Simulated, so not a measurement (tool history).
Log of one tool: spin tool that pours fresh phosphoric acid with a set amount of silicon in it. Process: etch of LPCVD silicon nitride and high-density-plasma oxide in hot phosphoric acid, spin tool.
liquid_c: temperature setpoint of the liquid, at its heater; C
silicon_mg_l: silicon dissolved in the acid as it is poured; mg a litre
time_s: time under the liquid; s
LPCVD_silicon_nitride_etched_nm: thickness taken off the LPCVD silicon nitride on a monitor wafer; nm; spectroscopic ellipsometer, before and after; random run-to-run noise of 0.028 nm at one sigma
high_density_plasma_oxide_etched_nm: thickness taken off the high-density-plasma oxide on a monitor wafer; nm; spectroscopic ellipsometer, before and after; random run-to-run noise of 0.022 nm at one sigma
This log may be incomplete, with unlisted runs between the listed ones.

| run | hour | liquid_c | silicon_mg_l | time_s | LPCVD_silicon_nitride_etched_nm | high_density_plasma_oxide_etched_nm |
|---|---|---|---|---|---|---|
| 1 | 0.0 | 160.0 | 14.5 | 60 | 5.2487 | 0.250110 |
| 2 | 2.3 | 160.0 | 20.0 | 60 | 5.2602 | 0.203270 |
| 3 | 8.7 | 160.0 | 17.0 | 60 | 5.2423 | 0.197810 |
| 4 | 15.5 | 160.0 | 17.0 | 40 | 3.4887 | 0.146510 |
| 5 | 19.8 | 160.0 | 25.0 | 40 | 3.4866 | 0.106160 |
| 6 | 24.6 | 158.0 | 25.0 | 40 | 3.2918 | 0.089629 |
| 7 | 25.7 | 159.5 | 27.0 | 50 | 4.3073 | 0.102660 |
| 8 | 26.3 | 161.0 | 26.5 | 55 | 5.0000 | 0.153870 |
| 9 | 31.0 | 162.0 | 28.5 | 60 | 5.6301 | 0.160270 |
| 10 | 39.1 | 163.0 | 29.0 | 65 | 6.3355 | 0.226220 |
| 11 | 45.2 | 163.0 | 30.0 | 65 | 6.3001 | 0.199730 |
| 12 | 49.8 | 163.5 | 31.0 | 65 | 6.4295 | 0.190350 |

What will run 13 give?
| 13 | 55.3 | 164.0 | 31.5 | 65 | ? | ? |

Logged for run 13: LPCVD_silicon_nitride_etched_nm 6.4932 nm, high_density_plasma_oxide_etched_nm 0.182090 nm.
